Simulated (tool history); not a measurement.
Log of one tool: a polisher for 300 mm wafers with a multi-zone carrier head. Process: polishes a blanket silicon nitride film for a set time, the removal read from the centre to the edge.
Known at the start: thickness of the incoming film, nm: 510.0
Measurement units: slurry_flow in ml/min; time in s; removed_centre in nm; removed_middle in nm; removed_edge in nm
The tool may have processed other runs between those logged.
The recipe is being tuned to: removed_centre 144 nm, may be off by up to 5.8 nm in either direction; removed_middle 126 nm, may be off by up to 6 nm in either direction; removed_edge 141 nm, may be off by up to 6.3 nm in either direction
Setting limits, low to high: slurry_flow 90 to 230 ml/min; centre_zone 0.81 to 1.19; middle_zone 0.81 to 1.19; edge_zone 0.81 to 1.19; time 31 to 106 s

Run 1, hour 0: slurry_flow 150 ml/min, centre_zone 1, middle_zone 1, edge_zone 1, time 68 s. Result: removed_centre 94.943 nm, removed_middle 98.932 nm, removed_edge 94.807 nm.
Run 2, hour 7.2: slurry_flow 155 ml/min, centre_zone 1.03, middle_zone 0.97, edge_zone 1.05, time 75 s. Result: removed_centre 107.82 nm, removed_middle 109.38 nm, removed_edge 106.77 nm.
Run 3, hour 8.7: slurry_flow 155 ml/min, centre_zone 1.05, middle_zone 0.92, edge_zone 1.09, time 81 s. Result: removed_centre 118.48 nm, removed_middle 112.78 nm, removed_edge 116.65 nm.
Run 4, hour 13.8: slurry_flow 155 ml/min, centre_zone 1.08, middle_zone 0.92, edge_zone 1.09, time 81 s. Result: removed_centre 122.62 nm, removed_middle 110.04 nm, removed_edge 119.57 nm.
Run 5, hour 19: slurry_flow 155 ml/min, centre_zone 1.08, middle_zone 0.92, edge_zone 1.09, time 67 s. Result: removed_centre 100.16 nm, removed_middle 91.534 nm, removed_edge 99.798 nm.
Run 6, hour 19.9: slurry_flow 155 ml/min, centre_zone 1.04, middle_zone 0.92, edge_zone 1.09, time 67 s. Result: removed_centre 97.893 nm, removed_middle 92.682 nm, removed_edge 100.78 nm.
Run 7, hour 28.8: slurry_flow 165 ml/min, centre_zone 1.06, middle_zone 0.91, edge_zone 1.12, time 74 s. Result: removed_centre 112.36 nm, removed_middle 103.5 nm, removed_edge 109.47 nm.
Run 8, hour 32.6: slurry_flow 155 ml/min, centre_zone 1.08, middle_zone 0.91, edge_zone 1.13, time 81 s. Result: removed_centre 123.19 nm, removed_middle 112.15 nm, removed_edge 118.54 nm.
Run 9, hour 39.5: slurry_flow 155 ml/min, centre_zone 1.08, middle_zone 0.91, edge_zone 1.13, time 81 s. Result: removed_centre 124.05 nm, removed_middle 110.37 nm, removed_edge 122.73 nm.

Of the 5 settings listed for the next run, only one would bring every result within its allowed miss of target. Which one?
Run A, hour 46.4: slurry_flow 230 ml/min, centre_zone 0.97, middle_zone 1.15, edge_zone 0.81, time 77 s. Result: removed_centre ?, removed_middle ?, removed_edge ?.
Run B, hour 46.4: slurry_flow 230 ml/min, centre_zone 1.19, middle_zone 1.05, edge_zone 0.87, time 72 s. Result: removed_centre ?, removed_middle ?, removed_edge ?.
Run C, hour 46.4: slurry_flow 200 ml/min, centre_zone 0.96, middle_zone 1.05, edge_zone 1.08, time 77 s. Result: removed_centre ?, removed_middle ?, removed_edge ?.
Run D, hour 46.4: slurry_flow 150 ml/min, centre_zone 1.11, middle_zone 0.91, edge_zone 1.15, time 93 s. Result: removed_centre ?, removed_middle ?, removed_edge ?.
Run E, hour 46.4: slurry_flow 180 ml/min, centre_zone 1.18, middle_zone 0.87, edge_zone 1.15, time 93 s. Result: removed_centre ?, removed_middle ?, removed_edge ?.

move  removed_centre  removed_middle  removed_edge
   A          114.33          133.99        102.55
   B          131.26          116.64        99.101
   C          110.63          122.42        115.76
   D          145.85             126        139.24
   E          161.21          126.16        142.86
A: lands further from the targets than the last run did
B: lands further from the targets than the last run did
C: lands further from the targets than the last run did
D: all results land within tolerance of their targets
E: takes the biggest miss from the last run beyond its target
So the answer is move D, the one that meets all the targets.
